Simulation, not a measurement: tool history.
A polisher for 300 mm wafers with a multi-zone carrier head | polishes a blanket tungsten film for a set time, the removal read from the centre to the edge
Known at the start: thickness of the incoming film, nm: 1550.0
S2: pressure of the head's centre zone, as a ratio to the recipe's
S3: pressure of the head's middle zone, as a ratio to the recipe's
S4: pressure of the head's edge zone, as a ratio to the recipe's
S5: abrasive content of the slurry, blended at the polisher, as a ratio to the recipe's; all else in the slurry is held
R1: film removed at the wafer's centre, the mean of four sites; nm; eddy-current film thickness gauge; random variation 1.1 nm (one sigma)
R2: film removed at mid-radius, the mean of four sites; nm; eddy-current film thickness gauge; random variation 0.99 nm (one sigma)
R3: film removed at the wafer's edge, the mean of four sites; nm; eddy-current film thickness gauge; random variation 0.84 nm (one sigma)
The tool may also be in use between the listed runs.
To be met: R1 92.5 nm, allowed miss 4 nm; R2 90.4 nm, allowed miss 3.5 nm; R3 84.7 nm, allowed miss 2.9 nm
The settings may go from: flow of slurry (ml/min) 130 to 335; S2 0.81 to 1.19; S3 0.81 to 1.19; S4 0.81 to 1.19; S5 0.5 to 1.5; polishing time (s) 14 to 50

{"run": 1, "hour": 0.0, "flow of slurry (ml/min)": 215, "S2": 1, "S3": 1, "S4": 1, "S5": 1, "polishing time (s)": 32, "R1": 106.11, "R2": 104.75, "R3": 107.21}
{"run": 2, "hour": 1.1, "flow of slurry (ml/min)": 215, "S2": 1, "S3": 1, "S4": 1.04, "S5": 1, "polishing time (s)": 32, "R1": 105.8, "R2": 107.02, "R3": 107.91}
{"run": 3, "hour": 7.4, "flow of slurry (ml/min)": 215, "S2": 1, "S3": 1, "S4": 1.04, "S5": 1, "polishing time (s)": 37, "R1": 125.29, "R2": 125.59, "R3": 124.74}
{"run": 4, "hour": 9.8, "flow of slurry (ml/min)": 245, "S2": 1, "S3": 1, "S4": 1.04, "S5": 1, "polishing time (s)": 37, "R1": 126.2, "R2": 125.21, "R3": 129.15}
{"run": 5, "hour": 18.0, "flow of slurry (ml/min)": 235, "S2": 1, "S3": 1, "S4": 1.03, "S5": 0.95, "polishing time (s)": 36, "R1": 121.11, "R2": 120.15, "R3": 119.35}
{"run": 6, "hour": 20.5, "flow of slurry (ml/min)": 235, "S2": 1, "S3": 0.92, "S4": 1.03, "S5": 0.95, "polishing time (s)": 36, "R1": 119.56, "R2": 109.99, "R3": 118.56}
{"run": 7, "hour": 22.8, "flow of slurry (ml/min)": 230, "S2": 1, "S3": 0.93, "S4": 1.01, "S5": 0.9, "polishing time (s)": 36, "R1": 116.66, "R2": 111.17, "R3": 116.8}
{"run": 8, "hour": 26.1, "flow of slurry (ml/min)": 225, "S2": 1.01, "S3": 0.93, "S4": 0.99, "S5": 0.85, "polishing time (s)": 36, "R1": 113.85, "R2": 110.42, "R3": 115.28}
{"run": 9, "hour": 28.1, "flow of slurry (ml/min)": 225, "S2": 1.03, "S3": 0.94, "S4": 0.98, "S5": 0.8, "polishing time (s)": 35, "R1": 112.66, "R2": 104.25, "R3": 109.88}
{"run": 10, "hour": 35.6, "flow of slurry (ml/min)": 225, "S2": 1.03, "S3": 0.94, "S4": 0.98, "S5": 0.8, "polishing time (s)": 35, "R1": 115.05, "R2": 105.75, "R3": 108.94}

Which of these 4 next moves meets every target?
{"run": "A", "hour": 43.1, "flow of slurry (ml/min)": 260, "S2": 1.13, "S3": 1.13, "S4": 0.91, "S5": 0.75, "polishing time (s)": 26, "R1": "?", "R2": "?", "R3": "?"}
{"run": "B", "hour": 43.1, "flow of slurry (ml/min)": 200, "S2": 1.01, "S3": 0.98, "S4": 0.84, "S5": 0.95, "polishing time (s)": 28, "R1": "?", "R2": "?", "R3": "?"}
{"run": "C", "hour": 43.1, "flow of slurry (ml/min)": 205, "S2": 0.91, "S3": 0.84, "S4": 0.94, "S5": 0.65, "polishing time (s)": 34, "R1": "?", "R2": "?", "R3": "?"}
{"run": "D", "hour": 43.1, "flow of slurry (ml/min)": 140, "S2": 1.08, "S3": 1.18, "S4": 0.94, "S5": 0.5, "polishing time (s)": 35, "R1": "?", "R2": "?", "R3": "?"}

move=A R1=91.573 R2=90.014 R3=76.88
move=B R1=90.68 R2=88.932 R3=83.711
move=C R1=88.639 R2=85.034 R3=95.562
move=D R1=91.545 R2=99.025 R3=85.006
A: takes the result that was furthest off past its target
B: meets every target
C: nearer than the last run, and not there yet
D: brings the result that was furthest off to its target, and leaves another outside
Answer: B
